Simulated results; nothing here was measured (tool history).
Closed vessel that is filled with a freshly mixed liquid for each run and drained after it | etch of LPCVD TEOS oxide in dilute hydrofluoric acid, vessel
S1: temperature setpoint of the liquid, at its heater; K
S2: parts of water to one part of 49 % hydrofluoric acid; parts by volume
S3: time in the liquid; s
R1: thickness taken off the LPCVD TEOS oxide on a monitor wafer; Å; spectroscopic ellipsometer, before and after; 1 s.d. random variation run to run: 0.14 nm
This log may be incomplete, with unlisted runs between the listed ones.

run  hour      S1   S2   S3      R1
  1     0  294.15  230  110  98.314
  2   6.6  295.15  215  110  111.62
  3  13.2  293.65  215  110  105.23
  4  21.4  293.65  215   75   71.84
  5  27.5  294.65  205   75  78.118
  6  29.3  293.15  205   75  75.178
  7  37.6  293.15  205   75  75.277
  8  44.1  294.15  185   75  87.896
  9  46.3  295.15  170   75  101.11
 10  53.6  296.15  155   75  116.44
 11  62.4  296.65  145   75  128.22
 12  65.9  297.15  140   75  136.79
 13  68.2  297.65  135   75  144.92
 14    70  298.15  130   75  154.89
 15  73.6  302.15   65   75  396.18
 16    75  301.65   65   75  387.38
 17  80.7  301.15   65   75  377.45

Run 18 has not been measured yet. What should we expect?
 18  83.2  297.15  75  75   ?

R1: 278.39 Å

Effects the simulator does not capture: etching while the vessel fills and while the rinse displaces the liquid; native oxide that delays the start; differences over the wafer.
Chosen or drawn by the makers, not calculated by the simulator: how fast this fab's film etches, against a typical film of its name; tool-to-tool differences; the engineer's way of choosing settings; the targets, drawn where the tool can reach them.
